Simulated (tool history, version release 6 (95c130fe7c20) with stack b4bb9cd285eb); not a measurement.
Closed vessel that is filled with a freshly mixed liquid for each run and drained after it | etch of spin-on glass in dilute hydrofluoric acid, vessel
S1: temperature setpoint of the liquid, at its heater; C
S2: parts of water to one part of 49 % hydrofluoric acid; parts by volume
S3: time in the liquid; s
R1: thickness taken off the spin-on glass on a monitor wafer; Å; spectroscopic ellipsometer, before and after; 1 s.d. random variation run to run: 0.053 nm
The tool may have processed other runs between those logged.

{"run": 1, "hour": 0.0, "S1": 20, "S2": 270, "S3": 235, "R1": 196.48}
{"run": 2, "hour": 4.2, "S1": 19, "S2": 300, "S3": 235, "R1": 165.96}
{"run": 3, "hour": 5.7, "S1": 18.5, "S2": 325, "S3": 235, "R1": 147.86}
{"run": 4, "hour": 9.6, "S1": 18, "S2": 345, "S3": 235, "R1": 135.3}
{"run": 5, "hour": 11.1, "S1": 18, "S2": 345, "S3": 235, "R1": 133.98}
{"run": 6, "hour": 14.9, "S1": 17, "S2": 345, "S3": 235, "R1": 130.27}
{"run": 7, "hour": 22.1, "S1": 17, "S2": 360, "S3": 235, "R1": 123.14}
{"run": 8, "hour": 31.2, "S1": 17, "S2": 370, "S3": 235, "R1": 118.22}
{"run": 9, "hour": 37.7, "S1": 17, "S2": 380, "S3": 235, "R1": 113.8}

Run 10, settings as shown, results not yet in. Your forecast:
{"run": 10, "hour": 46.3, "S1": 17, "S2": 385, "S3": 235, "R1": "?"}

Run 10 yielded R1 112.78 Å.
